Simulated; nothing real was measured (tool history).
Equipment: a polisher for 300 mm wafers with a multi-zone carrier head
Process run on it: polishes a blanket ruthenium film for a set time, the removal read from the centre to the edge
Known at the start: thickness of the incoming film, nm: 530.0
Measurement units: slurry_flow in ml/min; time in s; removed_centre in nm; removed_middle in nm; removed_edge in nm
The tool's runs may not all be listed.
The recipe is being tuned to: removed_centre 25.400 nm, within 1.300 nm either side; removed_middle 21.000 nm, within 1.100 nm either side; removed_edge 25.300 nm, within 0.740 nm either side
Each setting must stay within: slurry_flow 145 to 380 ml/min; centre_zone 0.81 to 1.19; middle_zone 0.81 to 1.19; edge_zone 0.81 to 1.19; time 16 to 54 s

run 1 hour=0.0 | slurry_flow=245 centre_zone=1.00 middle_zone=1.00 edge_zone=1.00 time=35 | removed_centre=27.885 removed_middle=27.978 removed_edge=28.682
run 2 hour=8.5 | slurry_flow=240 centre_zone=1.00 middle_zone=0.97 edge_zone=1.00 time=34 | removed_centre=26.061 removed_middle=27.257 removed_edge=27.629
run 3 hour=13.5 | slurry_flow=255 centre_zone=1.03 middle_zone=0.95 edge_zone=1.03 time=33 | removed_centre=26.157 removed_middle=26.185 removed_edge=26.721
run 4 hour=21.6 | slurry_flow=240 centre_zone=1.05 middle_zone=0.93 edge_zone=1.05 time=33 | removed_centre=27.252 removed_middle=24.923 removed_edge=27.370
run 5 hour=30.4 | slurry_flow=240 centre_zone=1.05 middle_zone=0.85 edge_zone=1.05 time=33 | removed_centre=27.333 removed_middle=23.448 removed_edge=27.497
run 6 hour=38.6 | slurry_flow=240 centre_zone=1.05 middle_zone=0.84 edge_zone=1.05 time=33 | removed_centre=26.862 removed_middle=23.194 removed_edge=27.336
run 7 hour=40.2 | slurry_flow=235 centre_zone=1.05 middle_zone=0.84 edge_zone=1.05 time=33 | removed_centre=27.356 removed_middle=22.607 removed_edge=27.130
run 8 hour=46.2 | slurry_flow=230 centre_zone=1.05 middle_zone=0.84 edge_zone=1.04 time=33 | removed_centre=27.204 removed_middle=23.427 removed_edge=27.176

Exercise: of the 5 proposed moves below, exactly one satisfies all targets within the stated allowed misses. Which move is it?
run A hour=52.2 | slurry_flow=230 centre_zone=1.06 middle_zone=0.81 edge_zone=1.04 time=31 | removed_centre=? removed_middle=? removed_edge=?
run B hour=52.2 | slurry_flow=180 centre_zone=1.08 middle_zone=0.94 edge_zone=0.95 time=36 | removed_centre=? removed_middle=? removed_edge=?
run C hour=52.2 | slurry_flow=220 centre_zone=1.04 middle_zone=0.86 edge_zone=1.00 time=37 | removed_centre=? removed_middle=? removed_edge=?
run D hour=52.2 | slurry_flow=225 centre_zone=1.06 middle_zone=0.99 edge_zone=0.88 time=34 | removed_centre=? removed_middle=? removed_edge=?
run E hour=52.2 | slurry_flow=260 centre_zone=0.88 middle_zone=0.83 edge_zone=1.12 time=37 | removed_centre=? removed_middle=? removed_edge=?

move=A removed_centre=25.541 removed_middle=21.400 removed_edge=25.313
move=B removed_centre=28.935 removed_middle=27.007 removed_edge=27.440
move=C removed_centre=29.704 removed_middle=26.660 removed_edge=29.554
move=D removed_centre=27.951 removed_middle=27.638 removed_edge=25.805
move=E removed_centre=25.726 removed_middle=26.495 removed_edge=31.575
A: every result within its allowed miss
B: misses by more than the last run did
C: misses by more than the last run did
D: the worst result of the last run now meets its target, but another is out of spec
E: misses by more than the last run did
A meets every target.

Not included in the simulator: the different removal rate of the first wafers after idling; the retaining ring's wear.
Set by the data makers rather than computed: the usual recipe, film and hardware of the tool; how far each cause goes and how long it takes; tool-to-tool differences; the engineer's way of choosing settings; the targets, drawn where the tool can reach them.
